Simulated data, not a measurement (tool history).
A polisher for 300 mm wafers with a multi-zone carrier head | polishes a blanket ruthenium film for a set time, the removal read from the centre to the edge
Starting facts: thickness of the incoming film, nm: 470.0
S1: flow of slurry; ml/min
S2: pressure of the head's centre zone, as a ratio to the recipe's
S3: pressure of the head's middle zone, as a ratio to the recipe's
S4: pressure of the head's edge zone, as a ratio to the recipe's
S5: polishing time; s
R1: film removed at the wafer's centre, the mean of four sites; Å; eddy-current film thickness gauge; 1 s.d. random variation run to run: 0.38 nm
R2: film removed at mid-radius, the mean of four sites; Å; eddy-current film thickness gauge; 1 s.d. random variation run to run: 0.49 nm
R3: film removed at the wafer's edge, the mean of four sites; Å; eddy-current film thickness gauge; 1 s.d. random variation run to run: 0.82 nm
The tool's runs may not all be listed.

run,hour,S1,S2,S3,S4,S5,R1,R2,R3
1,0.0,260,1.00,1.00,1.00,46,593.04,621.89,614.41
2,2.0,260,1.07,1.00,1.00,46,629.58,617.46,621.14
3,4.3,255,1.05,1.00,1.02,46,615.79,608.12,626.53
4,4.8,250,1.03,1.00,1.03,46,593.59,614.72,632.69
5,9.9,270,1.03,1.00,1.03,46,612.67,616.10,622.16
6,15.9,270,1.03,1.00,1.03,50,667.84,664.34,676.00
7,22.6,265,1.01,1.00,1.03,50,645.85,660.35,696.10
8,28.0,230,0.91,1.02,0.93,47,544.12,620.96,609.48
9,34.8,225,0.91,1.02,0.94,47,546.16,620.74,597.77
10,40.8,225,0.90,1.02,0.95,47,529.38,619.49,612.17

What will run 11 give?
11,46.4,225,0.90,1.02,0.96,47,?,?,?

{"run 11": {"R1": 526.24, "R2": 626.63, "R3": 621.55}}
